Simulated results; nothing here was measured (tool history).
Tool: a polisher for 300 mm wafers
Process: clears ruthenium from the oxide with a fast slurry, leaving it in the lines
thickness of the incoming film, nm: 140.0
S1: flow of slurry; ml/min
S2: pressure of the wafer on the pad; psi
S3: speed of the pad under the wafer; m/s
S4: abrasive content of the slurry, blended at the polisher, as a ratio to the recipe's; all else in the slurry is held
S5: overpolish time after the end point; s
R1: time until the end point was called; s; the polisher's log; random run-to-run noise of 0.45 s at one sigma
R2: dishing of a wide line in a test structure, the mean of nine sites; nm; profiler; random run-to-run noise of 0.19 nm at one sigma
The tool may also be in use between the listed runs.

Run 1, hour 0.0: S1 245 ml/min, S2 2.7 psi, S3 1.10 m/s, S4 1.00, S5 21 s. Result: R1 36.761 s, R2 55.918 nm.
Run 2, hour 1.5: S1 245 ml/min, S2 2.7 psi, S3 1.24 m/s, S4 1.00, S5 21 s. Result: R1 34.035 s, R2 61.629 nm.
Run 3, hour 6.2: S1 255 ml/min, S2 2.6 psi, S3 1.14 m/s, S4 1.05, S5 19 s. Result: R1 36.135 s, R2 51.932 nm.
Run 4, hour 12.9: S1 255 ml/min, S2 2.6 psi, S3 1.14 m/s, S4 1.05, S5 10 s. Result: R1 36.097 s, R2 29.949 nm.
Run 5, hour 20.0: S1 255 ml/min, S2 2.2 psi, S3 1.14 m/s, S4 1.05, S5 10 s. Result: R1 42.760 s, R2 25.085 nm.
Run 6, hour 25.8: S1 265 ml/min, S2 2.1 psi, S3 1.14 m/s, S4 1.10, S5 9 s. Result: R1 44.391 s, R2 22.487 nm.
Run 7, hour 31.0: S1 280 ml/min, S2 2.0 psi, S3 1.16 m/s, S4 1.15, S5 9 s. Result: R1 44.952 s, R2 21.850 nm.

What will run 8 give?
Run 8, hour 33.4: S1 295 ml/min, S2 1.9 psi, S3 1.18 m/s, S4 1.20, S5 9 s. Result: R1 ?, R2 ?.

R1: 46.043 s
R2: 22.367 nm

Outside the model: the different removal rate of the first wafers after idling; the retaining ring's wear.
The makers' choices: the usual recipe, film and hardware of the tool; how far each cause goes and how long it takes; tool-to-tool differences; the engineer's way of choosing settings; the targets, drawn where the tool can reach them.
